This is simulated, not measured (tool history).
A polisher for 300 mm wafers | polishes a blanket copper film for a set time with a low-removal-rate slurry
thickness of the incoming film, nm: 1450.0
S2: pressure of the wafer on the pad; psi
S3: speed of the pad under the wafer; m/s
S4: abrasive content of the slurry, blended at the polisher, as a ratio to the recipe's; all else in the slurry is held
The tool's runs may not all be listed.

{"run": 1, "day": 0.0, "flow of slurry (ml/min)": 180, "S2": 2.7, "S3": 1.08, "S4": 1, "polishing time (s)": 116, "film removed (angstrom)": 3221.1}
{"run": 2, "day": 0.208, "flow of slurry (ml/min)": 180, "S2": 2.7, "S3": 0.9, "S4": 1, "polishing time (s)": 116, "film removed (angstrom)": 2731.6}
{"run": 3, "day": 0.354, "flow of slurry (ml/min)": 225, "S2": 2.7, "S3": 0.9, "S4": 1, "polishing time (s)": 116, "film removed (angstrom)": 2797}
{"run": 4, "day": 0.512, "flow of slurry (ml/min)": 225, "S2": 2.7, "S3": 0.9, "S4": 0.9, "polishing time (s)": 116, "film removed (angstrom)": 2735}
{"run": 5, "day": 0.883, "flow of slurry (ml/min)": 225, "S2": 2.7, "S3": 0.9, "S4": 0.9, "polishing time (s)": 116, "film removed (angstrom)": 2751.3}
{"run": 6, "day": 1.008, "flow of slurry (ml/min)": 225, "S2": 2.5, "S3": 0.9, "S4": 0.9, "polishing time (s)": 116, "film removed (angstrom)": 2573.6}

The next listed run, before its measurement:
{"run": 7, "day": 1.221, "flow of slurry (ml/min)": 225, "S2": 2.5, "S3": 0.9, "S4": 0.9, "polishing time (s)": 116, "film removed (angstrom)": "?"}

film removed (angstrom): 2554.7
